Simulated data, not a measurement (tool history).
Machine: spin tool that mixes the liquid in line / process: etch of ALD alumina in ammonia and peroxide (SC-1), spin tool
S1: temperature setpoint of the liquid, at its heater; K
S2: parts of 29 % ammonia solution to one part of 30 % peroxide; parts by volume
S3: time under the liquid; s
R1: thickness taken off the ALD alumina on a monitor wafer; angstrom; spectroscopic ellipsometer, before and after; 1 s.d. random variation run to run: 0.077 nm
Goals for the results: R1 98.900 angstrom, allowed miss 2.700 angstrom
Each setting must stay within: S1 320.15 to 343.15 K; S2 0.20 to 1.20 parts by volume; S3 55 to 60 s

| run | hour | S1 | S2 | S3 | R1 |
|---|---|---|---|---|---|
| 1 | 0.0 | 336.15 | 1.00 | 55 | 77.849 |
| 2 | 4.5 | 336.15 | 1.20 | 55 | 79.465 |
| 3 | 5.9 | 330.15 | 1.20 | 55 | 58.070 |
| 4 | 8.4 | 331.65 | 1.20 | 55 | 63.617 |
| 5 | 16.5 | 331.65 | 1.05 | 55 | 63.043 |
| 6 | 22.8 | 333.15 | 1.05 | 55 | 67.460 |
| 7 | 27.7 | 334.65 | 1.05 | 55 | 72.423 |
| 8 | 34.7 | 335.65 | 1.05 | 55 | 75.864 |
| 9 | 42.2 | 342.15 | 1.05 | 55 | 105.080 |
| 10 | 44.3 | 342.15 | 1.05 | 55 | 105.350 |
| 11 | 46.9 | 342.15 | 1.05 | 55 | 105.240 |
| 12 | 49.9 | 341.65 | 1.05 | 55 | 103.200 |

Which single option among these 5 for the next run brings every result within its allowed miss of target? Just one does.
| A | 52.9 | 339.15 | 1.20 | 55 | ? |
| B | 52.9 | 340.15 | 0.95 | 55 | ? |
| C | 52.9 | 338.65 | 1.20 | 60 | ? |
| D | 52.9 | 343.15 | 1.05 | 55 | ? |
| E | 52.9 | 338.15 | 1.00 | 60 | ? |

| move | R1 |
|---|---|
| A | 92.796 |
| B | 95.342 |
| C | 98.765 |
| D | 111.300 |
| E | 94.707 |
A: moves the result that the last run missed by most past its target, out the other side
B: moves the result that the last run missed by most past its target, out the other side
C: each result inside its tolerance
D: the biggest miss grows against the last run
E: moves the result that the last run missed by most past its target, out the other side
C is the move that brings every result within its allowed miss.
